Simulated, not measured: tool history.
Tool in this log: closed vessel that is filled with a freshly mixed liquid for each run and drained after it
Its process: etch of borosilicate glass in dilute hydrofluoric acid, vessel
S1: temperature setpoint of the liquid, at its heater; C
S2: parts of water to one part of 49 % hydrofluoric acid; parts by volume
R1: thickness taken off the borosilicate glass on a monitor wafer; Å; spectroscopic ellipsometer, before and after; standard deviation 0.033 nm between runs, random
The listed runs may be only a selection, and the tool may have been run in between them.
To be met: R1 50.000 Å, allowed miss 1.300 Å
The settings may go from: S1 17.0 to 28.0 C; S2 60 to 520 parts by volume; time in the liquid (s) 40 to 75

run 1 hour=0.0 | S1=20.0 S2=290 time_in_the_liquid_(s)=75 | R1=78.821
run 2 hour=9.0 | S1=20.0 S2=190 time_in_the_liquid_(s)=75 | R1=134.170
run 3 hour=14.2 | S1=19.5 S2=235 time_in_the_liquid_(s)=75 | R1=100.560
run 4 hour=17.7 | S1=19.0 S2=265 time_in_the_liquid_(s)=75 | R1=85.998
run 5 hour=21.2 | S1=18.5 S2=290 time_in_the_liquid_(s)=75 | R1=75.046
run 6 hour=23.4 | S1=22.0 S2=290 time_in_the_liquid_(s)=75 | R1=85.164
run 7 hour=24.5 | S1=21.0 S2=310 time_in_the_liquid_(s)=75 | R1=74.895
run 8 hour=29.5 | S1=20.0 S2=325 time_in_the_liquid_(s)=75 | R1=68.910
run 9 hour=33.0 | S1=19.5 S2=340 time_in_the_liquid_(s)=75 | R1=62.521
run 10 hour=38.4 | S1=19.0 S2=350 time_in_the_liquid_(s)=75 | R1=59.671

Exercise: of the 5 proposed moves below, exactly one satisfies all targets within the stated allowed misses. Which move is it?
run A hour=43.8 | S1=17.0 S2=365 time_in_the_liquid_(s)=75 | R1=?
run B hour=43.8 | S1=18.0 S2=390 time_in_the_liquid_(s)=75 | R1=?
run C hour=43.8 | S1=18.0 S2=335 time_in_the_liquid_(s)=65 | R1=?
run D hour=43.8 | S1=18.5 S2=380 time_in_the_liquid_(s)=75 | R1=?
run E hour=43.8 | S1=18.0 S2=380 time_in_the_liquid_(s)=75 | R1=?

move=A R1=53.413
move=B R1=50.746
move=C R1=53.656
move=D R1=53.459
move=E R1=52.520
A: nearer than the last run, and not there yet
B: meets every target
C: nearer than the last run, and not there yet
D: nearer than the last run, and not there yet
E: nearer than the last run, and not there yet
B meets every target.
